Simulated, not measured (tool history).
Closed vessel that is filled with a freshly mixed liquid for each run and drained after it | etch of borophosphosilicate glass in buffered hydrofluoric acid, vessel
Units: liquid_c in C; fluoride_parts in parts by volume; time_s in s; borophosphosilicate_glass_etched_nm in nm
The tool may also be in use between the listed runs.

| run | hour | liquid_c | fluoride_parts | time_s | borophosphosilicate_glass_etched_nm |
|---|---|---|---|---|---|
| 1 | 0.0 | 23.0 | 18.5 | 95 | 117.200 |
| 2 | 1.0 | 19.5 | 18.5 | 95 | 97.057 |
| 3 | 7.0 | 18.5 | 19.5 | 95 | 87.873 |
| 4 | 11.1 | 21.0 | 19.5 | 95 | 101.120 |
| 5 | 17.6 | 19.5 | 20.5 | 95 | 87.237 |
| 6 | 26.4 | 19.5 | 22.5 | 95 | 83.334 |

The next listed run, before its measurement:
| 7 | 29.1 | 18.5 | 22.5 | 95 | ? |

Run 7 gave borophosphosilicate_glass_etched_nm 78.930 nm.
